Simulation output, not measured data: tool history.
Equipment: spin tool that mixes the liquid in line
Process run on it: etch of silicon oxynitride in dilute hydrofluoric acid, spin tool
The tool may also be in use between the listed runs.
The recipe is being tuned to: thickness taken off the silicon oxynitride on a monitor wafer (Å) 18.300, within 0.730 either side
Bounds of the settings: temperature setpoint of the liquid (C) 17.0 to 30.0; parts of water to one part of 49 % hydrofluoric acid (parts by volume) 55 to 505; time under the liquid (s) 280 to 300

run,hour,temperature setpoint of the liquid (C),parts of water to one part of 49 % hydrofluoric acid (parts by volume),time under the liquid (s),thickness taken off the silicon oxynitride on a monitor wafer (Å)
1,0.0,22.0,280,280,23.249
2,3.3,21.0,285,280,21.359
3,6.9,23.5,285,280,24.323
4,13.1,22.0,285,280,22.612
5,19.3,21.0,285,280,21.442
6,26.0,21.0,235,280,26.852
7,26.9,20.0,245,280,24.351
8,34.0,20.0,245,280,24.310
9,41.4,19.5,255,280,22.679
10,49.8,19.0,260,280,22.039
11,54.9,18.5,265,280,20.966
12,60.6,18.0,270,280,19.622

4 next moves are on the table. One of them brings every result within its allowed miss. Which?
A,66.3,17.5,280,280,?
B,66.3,17.0,275,300,?
C,66.3,20.5,280,280,?
D,66.3,18.5,250,280,?

move,thickness taken off the silicon oxynitride on a monitor wafer (Å)
A,19.011
B,20.308
C,21.840
D,22.682
A: all results in spec
B: lands further from the targets than the last run did
C: lands further from the targets than the last run did
D: lands further from the targets than the last run did
Go with A: it meets all targets.

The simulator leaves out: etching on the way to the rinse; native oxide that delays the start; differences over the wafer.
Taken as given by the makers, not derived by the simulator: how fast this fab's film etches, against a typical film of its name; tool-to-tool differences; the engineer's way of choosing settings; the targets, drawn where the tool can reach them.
